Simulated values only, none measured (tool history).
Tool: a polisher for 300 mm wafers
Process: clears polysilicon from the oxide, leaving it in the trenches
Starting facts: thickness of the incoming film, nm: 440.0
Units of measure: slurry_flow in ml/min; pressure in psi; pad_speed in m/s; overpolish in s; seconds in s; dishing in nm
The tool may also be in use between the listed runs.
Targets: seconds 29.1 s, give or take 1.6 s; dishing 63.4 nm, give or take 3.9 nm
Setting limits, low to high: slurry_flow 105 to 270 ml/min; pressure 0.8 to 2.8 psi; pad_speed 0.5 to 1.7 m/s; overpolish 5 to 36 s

run	hour	slurry_flow	pressure	pad_speed	overpolish	seconds	dishing
1	0	175	1.8	1.1	18	43.664	59.042
2	1.4	175	1.9	1.1	18	40.309	57.397
3	3.7	175	2	1.12	19	38.759	59.448
4	11.8	175	2.1	1.12	19	37.571	60.953
5	13.9	175	2.1	1.12	24	37.123	63.899
6	20.2	175	2.2	1.12	23	34.921	59.769
7	24.9	175	2.2	1.14	24	35.147	63.791
8	31.4	175	2.3	1.14	24	34.138	64.562
9	39.2	175	2.4	1.14	23	31.763	64.773
10	41.4	175	2.4	1.14	22	31.851	62.196

Next run, 5 choices. One meets every target within its allowed miss, the rest don't. Which?
A	43.6	175	2.2	1.2	22	?	?
B	43.6	185	2.8	1.06	10	?	?
C	43.6	170	2.1	1.26	22	?	?
D	43.6	175	2.6	1.16	34	?	?
E	43.6	150	2.8	1.08	8	?	?

move	seconds	dishing
A	31.915	62.208
B	28.184	55.562
C	32.003	62.196
D	28.016	63.219
E	28.713	51.157
A: no better and no worse than the last run
B: gets the furthest-off result to its target, but another result is out of tolerance
C: misses by more than the last run did
D: meets every target
E: gets the furthest-off result to its target, but another result is out of tolerance
D is the move that brings every result within its allowed miss.

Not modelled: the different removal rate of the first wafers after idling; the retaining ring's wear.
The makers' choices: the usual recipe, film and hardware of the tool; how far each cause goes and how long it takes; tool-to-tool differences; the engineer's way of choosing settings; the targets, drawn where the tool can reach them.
